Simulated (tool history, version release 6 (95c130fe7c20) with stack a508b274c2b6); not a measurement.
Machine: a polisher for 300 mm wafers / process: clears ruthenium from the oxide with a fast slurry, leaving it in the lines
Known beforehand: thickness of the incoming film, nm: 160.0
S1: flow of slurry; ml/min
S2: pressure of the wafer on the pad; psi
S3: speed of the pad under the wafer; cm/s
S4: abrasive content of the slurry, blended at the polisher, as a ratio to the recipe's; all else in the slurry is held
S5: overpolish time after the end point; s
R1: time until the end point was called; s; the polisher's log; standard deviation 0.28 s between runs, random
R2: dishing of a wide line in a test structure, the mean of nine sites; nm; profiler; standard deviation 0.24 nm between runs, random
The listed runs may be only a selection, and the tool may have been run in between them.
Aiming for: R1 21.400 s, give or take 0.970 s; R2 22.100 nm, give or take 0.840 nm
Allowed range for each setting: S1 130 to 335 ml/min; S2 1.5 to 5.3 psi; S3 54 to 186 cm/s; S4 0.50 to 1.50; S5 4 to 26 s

{"run": 1, "hour": 0.0, "S1": 215, "S2": 3.4, "S3": 118, "S4": 1.0, "S5": 13, "R1": 20.814, "R2": 53.195}
{"run": 2, "hour": 7.0, "S1": 215, "S2": 3.4, "S3": 118, "S4": 0.85, "S5": 13, "R1": 23.545, "R2": 49.041}
{"run": 3, "hour": 15.5, "S1": 215, "S2": 3.4, "S3": 118, "S4": 0.85, "S5": 9, "R1": 23.03, "R2": 39.08}
{"run": 4, "hour": 21.9, "S1": 215, "S2": 3.4, "S3": 138, "S4": 0.85, "S5": 9, "R1": 19.883, "R2": 43.371}
{"run": 5, "hour": 27.4, "S1": 215, "S2": 3.1, "S3": 138, "S4": 0.85, "S5": 9, "R1": 21.859, "R2": 40.7}
{"run": 6, "hour": 35.2, "S1": 250, "S2": 2.9, "S3": 146, "S4": 0.75, "S5": 8, "R1": 23.8, "R2": 35.003}
{"run": 7, "hour": 43.9, "S1": 275, "S2": 2.8, "S3": 158, "S4": 0.7, "S5": 7, "R1": 23.782, "R2": 32.0}
{"run": 8, "hour": 47.6, "S1": 295, "S2": 2.8, "S3": 166, "S4": 0.65, "S5": 6, "R1": 24.569, "R2": 27.412}
{"run": 9, "hour": 52.1, "S1": 305, "S2": 2.9, "S3": 172, "S4": 0.6, "S5": 5, "R1": 24.964, "R2": 23.756}
{"run": 10, "hour": 56.4, "S1": 305, "S2": 3.2, "S3": 172, "S4": 0.6, "S5": 5, "R1": 22.812, "R2": 25.506}
{"run": 11, "hour": 58.7, "S1": 315, "S2": 3.3, "S3": 176, "S4": 0.55, "S5": 5, "R1": 23.7, "R2": 24.858}
{"run": 12, "hour": 66.7, "S1": 335, "S2": 3.7, "S3": 178, "S4": 0.5, "S5": 4, "R1": 23.995, "R2": 20.502}
{"run": 13, "hour": 75.6, "S1": 325, "S2": 3.8, "S3": 178, "S4": 0.5, "S5": 4, "R1": 23.233, "R2": 20.674}

Which one of the following 4 next-run settings gets every result inside its allowed miss? There is exactly one.
{"run": "A", "hour": 84.5, "S1": 315, "S2": 3.6, "S3": 176, "S4": 0.55, "S5": 4, "R1": "?", "R2": "?"}
{"run": "B", "hour": 84.5, "S1": 335, "S2": 3.3, "S3": 154, "S4": 0.6, "S5": 4, "R1": "?", "R2": "?"}
{"run": "C", "hour": 84.5, "S1": 310, "S2": 2.4, "S3": 176, "S4": 0.7, "S5": 5, "R1": "?", "R2": "?"}
{"run": "D", "hour": 84.5, "S1": 335, "S2": 4.0, "S3": 152, "S4": 0.5, "S5": 4, "R1": "?", "R2": "?"}

move=A R1=21.634 R2=21.850
move=B R1=24.159 R2=19.890
move=C R1=24.964 R2=23.364
move=D R1=25.339 R2=19.090
A: all results in spec
B: lands further from the targets than the last run did
C: lands further from the targets than the last run did
D: lands further from the targets than the last run did
Correct choice: A, which meets every target
